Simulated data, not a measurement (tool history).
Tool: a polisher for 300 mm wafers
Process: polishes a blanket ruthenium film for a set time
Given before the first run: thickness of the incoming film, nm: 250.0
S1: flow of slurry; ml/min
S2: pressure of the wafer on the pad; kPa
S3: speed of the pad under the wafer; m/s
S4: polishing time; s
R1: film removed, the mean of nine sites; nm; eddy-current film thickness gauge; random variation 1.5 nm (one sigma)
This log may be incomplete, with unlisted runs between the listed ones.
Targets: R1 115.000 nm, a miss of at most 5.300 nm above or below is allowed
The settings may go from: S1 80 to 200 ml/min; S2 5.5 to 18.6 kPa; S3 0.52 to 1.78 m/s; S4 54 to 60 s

run,day,S1,S2,S3,S4,R1
1,0.000,130,11.7,1.14,60,71.505
2,0.108,130,12.4,1.14,60,75.191
3,0.225,130,13.1,1.14,60,80.048
4,0.383,130,14.5,1.14,60,88.161
5,0.692,130,15.2,1.14,60,91.010
6,1.004,130,12.4,1.14,60,76.427
7,1.175,130,13.1,1.14,60,80.030
8,1.458,130,13.8,1.14,60,85.339
9,1.688,130,14.5,1.14,60,90.182
10,1.875,140,17.2,1.16,60,106.390

Exactly one of the 4 candidate moves below puts every result within its allowed miss. Which one?
A,2.062,150,15.9,1.28,55,?
B,2.062,150,16.5,1.12,60,?
C,2.062,130,17.2,1.34,54,?
D,2.062,165,15.9,1.32,60,?

move,R1
A,99.416
B,101.170
C,107.120
D,113.120
A: moves away from the targets compared with the last run
B: moves away from the targets compared with the last run
C: moves toward the targets from the last run without getting all of them in spec
D: all results in spec
So the answer is move D, the one that meets all the targets.
